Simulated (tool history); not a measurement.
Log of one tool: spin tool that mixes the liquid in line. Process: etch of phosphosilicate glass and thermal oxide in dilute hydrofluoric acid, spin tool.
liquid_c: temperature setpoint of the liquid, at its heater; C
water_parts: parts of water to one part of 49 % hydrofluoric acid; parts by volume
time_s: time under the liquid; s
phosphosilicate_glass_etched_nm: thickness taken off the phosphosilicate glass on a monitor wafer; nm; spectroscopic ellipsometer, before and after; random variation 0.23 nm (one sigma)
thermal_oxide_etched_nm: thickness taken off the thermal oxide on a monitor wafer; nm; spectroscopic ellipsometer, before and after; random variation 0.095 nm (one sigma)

run  hour  liquid_c  water_parts  time_s  phosphosilicate_glass_etched_nm  thermal_oxide_etched_nm
  1   0.0      21.0          185      30                           12.842                  0.68048
  2   8.0      23.0          160      30                           16.352                  0.85525
  3  13.5      24.5          145      30                           19.583                  0.96160
  4  14.9      22.0          145      30                           17.878                  0.80461
  5  16.7      24.0          135      30                           20.660                  0.98917
  6  17.6      24.0          135      25                           17.457                  0.86345
  7  20.1      28.0           65      25                           45.559                  2.41470
  8  22.6      26.5           65      25                           43.221                  1.96740
  9  27.1      26.5          125      25                           20.673                  1.07110
 10  32.5      27.0          115      25                           23.421                  1.29450

Forecast run 11:
 11  38.8      27.0          110      25                                ?                        ?

Run 11 gave phosphosilicate_glass_etched_nm 24.744 nm, thermal_oxide_etched_nm 1.28570 nm.
